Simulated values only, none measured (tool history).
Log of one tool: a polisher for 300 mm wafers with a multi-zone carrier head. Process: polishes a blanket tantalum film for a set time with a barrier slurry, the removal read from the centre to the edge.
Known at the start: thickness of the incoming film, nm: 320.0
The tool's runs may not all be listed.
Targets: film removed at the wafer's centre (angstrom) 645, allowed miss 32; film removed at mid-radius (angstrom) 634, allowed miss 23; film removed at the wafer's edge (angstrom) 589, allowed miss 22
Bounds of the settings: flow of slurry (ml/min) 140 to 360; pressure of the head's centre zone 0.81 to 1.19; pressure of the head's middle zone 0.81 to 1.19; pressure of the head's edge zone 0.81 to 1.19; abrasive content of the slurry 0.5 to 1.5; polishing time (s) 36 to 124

| run | hour | flow of slurry (ml/min) | pressure of the head's centre zone | pressure of the head's middle zone | pressure of the head's edge zone | abrasive content of the slurry | polishing time (s) | film removed at the wafer's centre (angstrom) | film removed at mid-radius (angstrom) | film removed at the wafer's edge (angstrom) |
|---|---|---|---|---|---|---|---|---|---|---|
| 1 | 0 | 230 | 1 | 1 | 1 | 1 | 79 | 822.72 | 827.31 | 855.93 |
| 2 | 9 | 230 | 1.01 | 1.01 | 0.96 | 0.85 | 75 | 754.96 | 775.11 | 766.6 |
| 3 | 10.2 | 230 | 1.01 | 1.08 | 0.96 | 0.85 | 75 | 752.11 | 826.49 | 762.81 |
| 4 | 17.4 | 230 | 1.03 | 1.06 | 0.93 | 0.75 | 72 | 685.63 | 730.71 | 708.77 |
| 5 | 25.8 | 230 | 1.03 | 1.15 | 0.93 | 0.75 | 72 | 719.47 | 802.1 | 705.79 |
| 6 | 31.1 | 230 | 1.06 | 1.14 | 0.91 | 0.7 | 70 | 697.43 | 749.73 | 660.27 |
| 7 | 35.5 | 225 | 1.07 | 1.12 | 0.89 | 0.65 | 70 | 668.84 | 740.03 | 644.18 |
| 8 | 38.2 | 225 | 1.1 | 1.08 | 0.88 | 0.6 | 69 | 663.42 | 672.42 | 601.4 |
| 9 | 42.7 | 220 | 1.1 | 1.07 | 0.88 | 0.6 | 69 | 669.83 | 655.31 | 616.71 |
| 10 | 44 | 220 | 1.1 | 1.07 | 0.87 | 0.6 | 69 | 672.57 | 670.9 | 607.43 |
| 11 | 49 | 220 | 1.1 | 1.06 | 0.87 | 0.6 | 69 | 688.58 | 661.25 | 616.95 |

4 next moves are on the table. One of them brings every result within its allowed miss. Which?
| A | 54 | 215 | 1.14 | 1.13 | 0.87 | 0.55 | 74 | ? | ? | ? |
| B | 54 | 230 | 1.17 | 0.98 | 0.89 | 0.6 | 72 | ? | ? | ? |
| C | 54 | 225 | 1.09 | 1.05 | 0.85 | 0.7 | 63 | ? | ? | ? |
| D | 54 | 240 | 0.98 | 1.09 | 0.86 | 0.55 | 70 | ? | ? | ? |

| move | film removed at the wafer's centre (angstrom) | film removed at mid-radius (angstrom) | film removed at the wafer's edge (angstrom) |
|---|---|---|---|
| A | 718.6 | 721.48 | 639.45 |
| B | 738.38 | 642.95 | 650.06 |
| C | 635.89 | 621.96 | 580.57 |
| D | 610.17 | 670.5 | 607.73 |
A: further off than the last run
B: further off than the last run
C: meets every target
D: takes the result that was furthest off past its target
Move C is the one to make.
